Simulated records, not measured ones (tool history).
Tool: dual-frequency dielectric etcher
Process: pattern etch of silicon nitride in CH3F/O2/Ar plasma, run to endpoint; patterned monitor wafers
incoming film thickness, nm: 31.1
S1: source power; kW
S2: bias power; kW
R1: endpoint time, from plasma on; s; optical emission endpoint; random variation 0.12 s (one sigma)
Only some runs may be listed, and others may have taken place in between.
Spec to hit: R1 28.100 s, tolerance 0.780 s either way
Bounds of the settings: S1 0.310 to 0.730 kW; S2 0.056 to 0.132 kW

Run 1, hour 0.0: S1 0.520 kW, S2 0.094 kW. Result: R1 34.173 s.
Run 2, hour 8.5: S1 0.560 kW, S2 0.099 kW. Result: R1 32.448 s.
Run 3, hour 9.2: S1 0.560 kW, S2 0.091 kW. Result: R1 33.806 s.
Run 4, hour 13.3: S1 0.560 kW, S2 0.079 kW. Result: R1 35.043 s.
Run 5, hour 14.6: S1 0.600 kW, S2 0.086 kW. Result: R1 33.406 s.
Run 6, hour 20.9: S1 0.600 kW, S2 0.078 kW. Result: R1 34.629 s.
Run 7, hour 24.7: S1 0.630 kW, S2 0.086 kW. Result: R1 32.867 s.
Run 8, hour 33.4: S1 0.650 kW, S2 0.092 kW. Result: R1 31.746 s.
Run 9, hour 41.4: S1 0.670 kW, S2 0.097 kW. Result: R1 30.317 s.
Run 10, hour 46.0: S1 0.680 kW, S2 0.099 kW. Result: R1 30.172 s.

5 next moves are on the table. One of them brings every result within its allowed miss. Which?
Run A, hour 50.6: S1 0.730 kW, S2 0.130 kW. Result: R1 ?.
Run B, hour 50.6: S1 0.730 kW, S2 0.129 kW. Result: R1 ?.
Run C, hour 50.6: S1 0.730 kW, S2 0.132 kW. Result: R1 ?.
Run D, hour 50.6: S1 0.700 kW, S2 0.101 kW. Result: R1 ?.
Run E, hour 50.6: S1 0.720 kW, S2 0.111 kW. Result: R1 ?.

move      R1
   A  26.455
   B  26.535
   C  26.297
   D  29.616
   E  28.269
A: the result that was furthest off in the last run now lies on the other side of its target
B: the result that was furthest off in the last run now lies on the other side of its target
C: the result that was furthest off in the last run now lies on the other side of its target
D: better than the last run, though not everything is in spec
E: every result within its allowed miss
So the answer is move E, the one that meets all the targets.
